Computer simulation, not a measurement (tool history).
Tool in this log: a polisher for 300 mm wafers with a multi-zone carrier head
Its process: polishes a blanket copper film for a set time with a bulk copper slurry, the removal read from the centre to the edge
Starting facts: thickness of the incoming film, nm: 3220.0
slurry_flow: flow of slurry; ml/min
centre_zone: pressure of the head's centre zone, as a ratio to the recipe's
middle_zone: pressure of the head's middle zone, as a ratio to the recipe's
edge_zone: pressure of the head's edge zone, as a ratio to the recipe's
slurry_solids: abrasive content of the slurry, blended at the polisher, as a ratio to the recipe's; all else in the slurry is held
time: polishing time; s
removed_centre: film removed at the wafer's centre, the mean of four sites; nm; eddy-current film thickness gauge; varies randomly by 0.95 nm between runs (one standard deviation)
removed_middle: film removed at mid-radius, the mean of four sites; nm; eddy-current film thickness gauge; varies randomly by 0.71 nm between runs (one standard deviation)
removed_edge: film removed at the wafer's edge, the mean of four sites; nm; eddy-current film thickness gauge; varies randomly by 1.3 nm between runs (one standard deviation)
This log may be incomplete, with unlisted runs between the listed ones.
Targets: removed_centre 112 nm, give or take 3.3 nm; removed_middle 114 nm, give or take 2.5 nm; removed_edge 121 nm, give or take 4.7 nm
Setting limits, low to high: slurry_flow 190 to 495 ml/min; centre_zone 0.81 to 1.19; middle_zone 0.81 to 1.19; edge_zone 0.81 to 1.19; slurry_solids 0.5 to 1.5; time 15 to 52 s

run,hour,slurry_flow,centre_zone,middle_zone,edge_zone,slurry_solids,time,removed_centre,removed_middle,removed_edge
1,0,320,1,1,1,1,33,211.49,205.58,212.94
2,1,315,0.96,0.96,0.95,0.85,29,166.18,166.84,172.26
3,8.5,315,1.02,0.96,0.95,0.85,29,178.06,166.27,173.01
4,12.4,305,0.98,0.92,0.91,0.75,27,150.52,143.75,149.43
5,19.2,305,0.98,0.95,0.91,0.75,27,154.62,146.37,149.26
6,22.6,305,0.95,0.95,0.91,0.75,27,148.13,145.92,150.37
7,26.6,290,0.92,0.92,0.88,0.65,27,136.92,135.22,141.12
8,33,285,0.9,0.91,0.86,0.6,27,128.37,130.03,132.71
9,33.7,270,0.88,0.88,0.84,0.6,27,122.22,125.53,131.15

Exactly one of the 5 candidate moves below puts every result within its allowed miss. Which one?
A,34.4,200,0.88,0.86,0.85,0.6,25,?,?,?
B,34.4,260,0.86,0.86,0.82,0.55,26,?,?,?
C,34.4,230,0.91,0.83,0.86,0.6,28,?,?,?
D,34.4,345,1.08,1.16,0.81,0.7,22,?,?,?
E,34.4,355,0.93,0.97,0.81,0.6,28,?,?,?

move,removed_centre,removed_middle,removed_edge
A,109.11,110.4,119.03
B,111.21,114.7,120.53
C,129.44,123.16,136.21
D,135.56,138.06,114.35
E,139.72,144.73,137.38
A: moves the result that the last run missed by most past its target, out the other side
B: every result within its allowed miss
C: further off than the last run
D: further off than the last run
E: further off than the last run
B meets every target.

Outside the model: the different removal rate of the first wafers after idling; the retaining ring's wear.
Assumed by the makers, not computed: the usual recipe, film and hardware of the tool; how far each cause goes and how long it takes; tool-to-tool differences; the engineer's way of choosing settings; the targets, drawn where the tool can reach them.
